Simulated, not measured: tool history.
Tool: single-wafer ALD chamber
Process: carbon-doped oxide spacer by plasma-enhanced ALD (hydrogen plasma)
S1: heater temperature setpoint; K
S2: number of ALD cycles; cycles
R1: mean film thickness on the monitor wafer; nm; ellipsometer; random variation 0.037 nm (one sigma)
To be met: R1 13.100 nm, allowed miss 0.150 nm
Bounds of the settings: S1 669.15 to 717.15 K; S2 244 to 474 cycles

| run | day | S1 | S2 | R1 |
|---|---|---|---|---|
| 1 | 0.000 | 693.15 | 359 | 16.470 |
| 2 | 0.088 | 699.15 | 342 | 15.211 |
| 3 | 0.308 | 689.15 | 342 | 15.877 |
| 4 | 0.388 | 689.15 | 313 | 14.486 |
| 5 | 0.483 | 689.15 | 352 | 16.334 |
| 6 | 0.783 | 697.15 | 352 | 15.938 |
| 7 | 1.108 | 702.15 | 339 | 14.973 |
| 8 | 1.225 | 706.15 | 331 | 14.453 |
| 9 | 1.538 | 709.15 | 325 | 14.013 |
| 10 | 1.675 | 711.15 | 321 | 13.766 |
| 11 | 1.812 | 712.15 | 318 | 13.533 |
| 12 | 1.862 | 713.15 | 316 | 13.451 |
| 13 | 2.025 | 714.15 | 315 | 13.312 |

Which of these 4 next moves meets every target?
| A | 2.188 | 700.15 | 303 | ? |
| B | 2.188 | 711.15 | 296 | ? |
| C | 2.188 | 717.15 | 304 | ? |
| D | 2.188 | 710.15 | 304 | ? |

| move | R1 |
|---|---|
| A | 13.493 |
| B | 12.640 |
| C | 12.678 |
| D | 13.032 |
A: further off than the last run
B: takes the result that was furthest off past its target
C: takes the result that was furthest off past its target
D: meets every target
Move D is the one to make.

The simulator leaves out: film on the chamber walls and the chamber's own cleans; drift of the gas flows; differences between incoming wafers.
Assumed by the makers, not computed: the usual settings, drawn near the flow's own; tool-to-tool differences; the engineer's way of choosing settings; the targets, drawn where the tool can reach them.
